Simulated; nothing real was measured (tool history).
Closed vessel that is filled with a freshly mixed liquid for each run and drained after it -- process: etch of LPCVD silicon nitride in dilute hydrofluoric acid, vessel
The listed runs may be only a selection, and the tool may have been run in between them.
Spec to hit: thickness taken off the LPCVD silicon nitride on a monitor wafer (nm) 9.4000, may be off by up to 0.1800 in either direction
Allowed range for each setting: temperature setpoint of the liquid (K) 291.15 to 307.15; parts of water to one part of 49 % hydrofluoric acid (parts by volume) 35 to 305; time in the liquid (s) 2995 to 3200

run	hour	temperature setpoint of the liquid (K)	parts of water to one part of 49 % hydrofluoric acid (parts by volume)	time in the liquid (s)	thickness taken off the LPCVD silicon nitride on a monitor wafer (nm)
1	0.0	299.15	170	2995	9.8079
2	6.8	295.65	170	2995	7.7324
3	9.1	295.65	170	3200	8.3902
4	11.0	295.65	170	2995	7.7767
5	11.6	296.15	170	2995	8.0174
6	12.3	296.65	170	2995	8.2874
7	18.0	297.15	170	2995	8.5780
8	22.2	297.65	170	2995	8.9140
9	26.5	298.15	170	2995	9.1468

Which single option among these 4 for the next run brings every result within its allowed miss of target? Just one does.
A	30.8	297.15	175	3200	?
B	30.8	296.65	165	3130	?
C	30.8	299.15	190	3190	?
D	30.8	295.65	155	3080	?

move	thickness taken off the LPCVD silicon nitride on a monitor wafer (nm)
A	8.9406
B	8.9673
C	9.3443
D	8.7821
A: lands further from the targets than the last run did
B: lands further from the targets than the last run did
C: every result within its allowed miss
D: lands further from the targets than the last run did
So the answer is move C, the one that meets all the targets.
